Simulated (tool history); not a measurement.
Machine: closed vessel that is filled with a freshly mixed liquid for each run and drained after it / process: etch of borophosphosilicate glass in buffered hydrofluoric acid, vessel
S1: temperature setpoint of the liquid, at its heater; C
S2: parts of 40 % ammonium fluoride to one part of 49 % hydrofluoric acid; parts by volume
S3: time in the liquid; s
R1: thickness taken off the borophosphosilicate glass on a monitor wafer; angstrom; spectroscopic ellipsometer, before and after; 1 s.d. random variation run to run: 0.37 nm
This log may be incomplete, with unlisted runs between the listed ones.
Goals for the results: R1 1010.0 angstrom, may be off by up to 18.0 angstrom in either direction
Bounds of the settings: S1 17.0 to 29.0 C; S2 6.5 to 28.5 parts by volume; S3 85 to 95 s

run,hour,S1,S2,S3,R1
1,0.0,21.0,17.5,85,1264.4
2,0.9,23.0,17.5,85,1407.5
3,9.8,22.0,17.5,85,1339.5
4,12.3,21.0,17.5,85,1261.1
5,14.5,20.0,17.5,85,1196.7
6,23.2,20.0,17.5,95,1331.3
7,27.8,19.5,18.0,95,1270.6
8,33.0,19.0,18.5,95,1203.3
9,40.6,18.5,18.5,95,1169.9
10,46.8,18.0,18.5,95,1134.4
11,53.3,17.5,19.0,95,1085.4

4 candidate next runs follow, results not yet known. Just one meets every target within its allowed miss. Identify it.
A,59.8,18.0,22.0,95,?
B,59.8,19.5,21.5,90,?
C,59.8,18.5,18.0,90,?
D,59.8,17.0,18.0,90,?

move,R1
A,1012.6
B,1060.3
C,1134.1
D,1042.3
A: each result inside its tolerance
B: closes in on the targets versus the last run, not all within tolerance yet
C: its largest miss is bigger than the last run's
D: closes in on the targets versus the last run, not all within tolerance yet
Go with A: it meets all targets.
